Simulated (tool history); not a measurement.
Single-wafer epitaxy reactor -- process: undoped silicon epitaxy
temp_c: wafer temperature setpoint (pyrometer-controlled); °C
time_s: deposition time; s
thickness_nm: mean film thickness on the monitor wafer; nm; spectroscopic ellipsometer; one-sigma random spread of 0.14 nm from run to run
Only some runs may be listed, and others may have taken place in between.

Run 1, day 0: temp_c 650 °C, time_s 278 s. Result: thickness_nm 42.471 nm.
Run 2, day 0.362: temp_c 650 °C, time_s 256 s. Result: thickness_nm 39.235 nm.
Run 3, day 0.642: temp_c 647 °C, time_s 256 s. Result: thickness_nm 36.832 nm.
Run 4, day 0.675: temp_c 641 °C, time_s 256 s. Result: thickness_nm 33.189 nm.
Run 5, day 1.038: temp_c 647 °C, time_s 256 s. Result: thickness_nm 36.723 nm.
Run 6, day 1.188: temp_c 656 °C, time_s 256 s. Result: thickness_nm 43.977 nm.
Run 7, day 1.288: temp_c 652 °C, time_s 255 s. Result: thickness_nm 41.095 nm.
Run 8, day 1.379: temp_c 649 °C, time_s 254 s. Result: thickness_nm 38.072 nm.
Run 9, day 1.425: temp_c 646 °C, time_s 254 s. Result: thickness_nm 36.021 nm.
Run 10, day 1.721: temp_c 646 °C, time_s 254 s. Result: thickness_nm 35.944 nm.

Estimate the outcome of run 11 from the log above:
Run 11, day 2.042: temp_c 644 °C, time_s 254 s. Result: thickness_nm ?.

Run 11 measured thickness_nm 34.497 nm.
